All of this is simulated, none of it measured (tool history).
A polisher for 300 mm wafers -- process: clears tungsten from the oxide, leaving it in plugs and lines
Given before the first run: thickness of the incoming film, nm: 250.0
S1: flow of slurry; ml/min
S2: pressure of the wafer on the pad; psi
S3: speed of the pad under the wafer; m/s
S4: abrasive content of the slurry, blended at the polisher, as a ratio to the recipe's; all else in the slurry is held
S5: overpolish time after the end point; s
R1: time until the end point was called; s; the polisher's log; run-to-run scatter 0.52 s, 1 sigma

Run 1, hour 0: S1 235 ml/min, S2 3.7 psi, S3 1.12 m/s, S4 1, S5 20 s. Result: R1 54.713 s.
Run 2, hour 1.1: S1 235 ml/min, S2 3.7 psi, S3 1.12 m/s, S4 1, S5 20 s. Result: R1 55.116 s.
Run 3, hour 5.3: S1 235 ml/min, S2 4.2 psi, S3 1.14 m/s, S4 1, S5 20 s. Result: R1 47.87 s.
Run 4, hour 6.9: S1 235 ml/min, S2 4.6 psi, S3 1.16 m/s, S4 1, S5 20 s. Result: R1 43.948 s.
Run 5, hour 14.2: S1 235 ml/min, S2 4.9 psi, S3 1.18 m/s, S4 1, S5 20 s. Result: R1 40.264 s.
Run 6, hour 21.1: S1 235 ml/min, S2 5.1 psi, S3 1.2 m/s, S4 1, S5 20 s. Result: R1 38.826 s.
Run 7, hour 27.7: S1 235 ml/min, S2 5.3 psi, S3 1.22 m/s, S4 1, S5 20 s. Result: R1 37.611 s.
Run 8, hour 32.5: S1 235 ml/min, S2 5.4 psi, S3 1.24 m/s, S4 1, S5 20 s. Result: R1 37.002 s.
Run 9, hour 38.4: S1 235 ml/min, S2 5.5 psi, S3 1.26 m/s, S4 1, S5 20 s. Result: R1 35.761 s.

The next listed run, before its measurement:
Run 10, hour 46.6: S1 235 ml/min, S2 5.6 psi, S3 1.28 m/s, S4 1, S5 20 s. Result: R1 ?.

For run 10 the tool returned R1 34.302 s.
